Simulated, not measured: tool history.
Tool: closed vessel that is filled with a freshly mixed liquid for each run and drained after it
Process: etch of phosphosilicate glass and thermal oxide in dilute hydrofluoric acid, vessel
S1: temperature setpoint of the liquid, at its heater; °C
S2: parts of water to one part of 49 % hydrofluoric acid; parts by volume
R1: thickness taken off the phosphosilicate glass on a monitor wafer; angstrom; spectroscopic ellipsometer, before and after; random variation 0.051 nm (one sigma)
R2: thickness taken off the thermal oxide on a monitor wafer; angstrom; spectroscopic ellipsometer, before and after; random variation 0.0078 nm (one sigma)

Run 1, hour 0.0: S1 21.0 °C, S2 295 parts by volume, time in the liquid (s) 60. Result: R1 315.84 angstrom, R2 6.6988 angstrom.
Run 2, hour 3.4: S1 20.0 °C, S2 335 parts by volume, time in the liquid (s) 60. Result: R1 259.82 angstrom, R2 5.5194 angstrom.
Run 3, hour 4.2: S1 20.0 °C, S2 265 parts by volume, time in the liquid (s) 60. Result: R1 348.53 angstrom, R2 7.5813 angstrom.
Run 4, hour 11.0: S1 19.5 °C, S2 310 parts by volume, time in the liquid (s) 60. Result: R1 283.11 angstrom, R2 6.4092 angstrom.
Run 5, hour 18.0: S1 19.5 °C, S2 385 parts by volume, time in the liquid (s) 60. Result: R1 213.71 angstrom, R2 4.5422 angstrom.
Run 6, hour 21.4: S1 19.5 °C, S2 385 parts by volume, time in the liquid (s) 40. Result: R1 141.88 angstrom, R2 3.0964 angstrom.
Run 7, hour 25.0: S1 19.0 °C, S2 390 parts by volume, time in the liquid (s) 40. Result: R1 138.24 angstrom, R2 2.7394 angstrom.

The next listed run, before its measurement:
Run 8, hour 29.6: S1 19.0 °C, S2 395 parts by volume, time in the liquid (s) 40. Result: R1 ?, R2 ?.

Run 8 gave R1 134.65 angstrom, R2 2.8958 angstrom.
